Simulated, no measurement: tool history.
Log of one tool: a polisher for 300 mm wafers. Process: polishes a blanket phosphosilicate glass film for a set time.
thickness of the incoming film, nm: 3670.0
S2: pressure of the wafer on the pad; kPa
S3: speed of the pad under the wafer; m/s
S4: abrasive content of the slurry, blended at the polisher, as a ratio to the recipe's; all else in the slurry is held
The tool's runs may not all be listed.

{"run": 1, "day": 0.0, "flow of slurry (ml/min)": 230, "S2": 20, "S3": 1.08, "S4": 1, "polishing time (s)": 77, "film removed (angstrom)": 6028.4}
{"run": 2, "day": 0.088, "flow of slurry (ml/min)": 225, "S2": 19.3, "S3": 1.08, "S4": 1, "polishing time (s)": 77, "film removed (angstrom)": 5956.8}
{"run": 3, "day": 0.15, "flow of slurry (ml/min)": 225, "S2": 19.3, "S3": 1.08, "S4": 1, "polishing time (s)": 81, "film removed (angstrom)": 6162.6}
{"run": 4, "day": 0.317, "flow of slurry (ml/min)": 265, "S2": 19.3, "S3": 1.08, "S4": 1, "polishing time (s)": 81, "film removed (angstrom)": 6359}
{"run": 5, "day": 0.45, "flow of slurry (ml/min)": 260, "S2": 18.6, "S3": 1.08, "S4": 1, "polishing time (s)": 81, "film removed (angstrom)": 6211.9}
{"run": 6, "day": 0.55, "flow of slurry (ml/min)": 260, "S2": 18.6, "S3": 1.08, "S4": 0.85, "polishing time (s)": 81, "film removed (angstrom)": 5694.2}
{"run": 7, "day": 0.721, "flow of slurry (ml/min)": 255, "S2": 17.9, "S3": 1.08, "S4": 0.85, "polishing time (s)": 81, "film removed (angstrom)": 5527.2}
{"run": 8, "day": 1.062, "flow of slurry (ml/min)": 250, "S2": 17.9, "S3": 1.08, "S4": 0.85, "polishing time (s)": 81, "film removed (angstrom)": 5561.7}

The next listed run, before its measurement:
{"run": 9, "day": 1.179, "flow of slurry (ml/min)": 250, "S2": 17.2, "S3": 1.08, "S4": 0.85, "polishing time (s)": 81, "film removed (angstrom)": "?"}

film removed (angstrom): 5344.8
